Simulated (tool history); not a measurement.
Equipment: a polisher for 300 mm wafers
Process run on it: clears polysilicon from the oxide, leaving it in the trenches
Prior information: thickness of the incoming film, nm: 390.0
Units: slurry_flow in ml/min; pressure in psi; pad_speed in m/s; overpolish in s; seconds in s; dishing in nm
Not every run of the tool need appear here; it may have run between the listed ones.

run 1 hour=0.0 | slurry_flow=305 pressure=2.2 pad_speed=0.98 overpolish=15 | seconds=43.528 dishing=44.596
run 2 hour=9.0 | slurry_flow=305 pressure=2.0 pad_speed=0.96 overpolish=15 | seconds=47.057 dishing=42.398
run 3 hour=11.9 | slurry_flow=300 pressure=1.8 pad_speed=0.90 overpolish=18 | seconds=54.588 dishing=42.370
run 4 hour=19.8 | slurry_flow=260 pressure=1.8 pad_speed=0.90 overpolish=18 | seconds=54.982 dishing=44.396
run 5 hour=23.8 | slurry_flow=260 pressure=1.8 pad_speed=0.90 overpolish=14 | seconds=54.741 dishing=41.522
run 6 hour=28.3 | slurry_flow=260 pressure=1.8 pad_speed=0.90 overpolish=18 | seconds=54.649 dishing=41.990
run 7 hour=30.5 | slurry_flow=270 pressure=1.7 pad_speed=0.86 overpolish=20 | seconds=60.749 dishing=42.603
run 8 hour=34.5 | slurry_flow=265 pressure=1.6 pad_speed=0.84 overpolish=21 | seconds=65.158 dishing=42.753
run 9 hour=43.0 | slurry_flow=265 pressure=1.0 pad_speed=0.82 overpolish=19 | seconds=90.526 dishing=37.909
run 10 hour=48.3 | slurry_flow=265 pressure=1.0 pad_speed=0.82 overpolish=19 | seconds=90.753 dishing=39.283

Predict the results of run 11:
run 11 hour=54.2 | slurry_flow=265 pressure=1.2 pad_speed=0.82 overpolish=23 | seconds=? dishing=?

{"run 11": {"seconds": 81.276, "dishing": 41.551}}
